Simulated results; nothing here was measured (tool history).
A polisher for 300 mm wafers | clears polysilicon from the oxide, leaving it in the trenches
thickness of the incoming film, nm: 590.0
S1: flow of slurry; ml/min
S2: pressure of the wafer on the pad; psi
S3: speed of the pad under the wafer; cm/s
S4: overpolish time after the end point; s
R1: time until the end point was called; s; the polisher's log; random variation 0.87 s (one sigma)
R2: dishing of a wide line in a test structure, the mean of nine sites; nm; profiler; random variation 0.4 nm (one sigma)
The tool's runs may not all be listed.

run,day,S1,S2,S3,S4,R1,R2
1,0,250,2,92,19,60.098,23.66
2,0.275,250,2,78,19,72.09,24.209
3,0.65,300,2,78,19,67.385,24.629
4,0.871,245,2,78,19,68.857,23.647
5,0.946,260,2.2,80,19,62.724,25.347
6,1.167,260,1.9,80,19,68.433,24.793
7,1.396,270,2,106,14,52.746,24.825

Run 8 comes next. What will it give?
8,1.454,260,2.1,108,15,?,?

Run 8 gave R1 51.133 s, R2 23.907 nm.

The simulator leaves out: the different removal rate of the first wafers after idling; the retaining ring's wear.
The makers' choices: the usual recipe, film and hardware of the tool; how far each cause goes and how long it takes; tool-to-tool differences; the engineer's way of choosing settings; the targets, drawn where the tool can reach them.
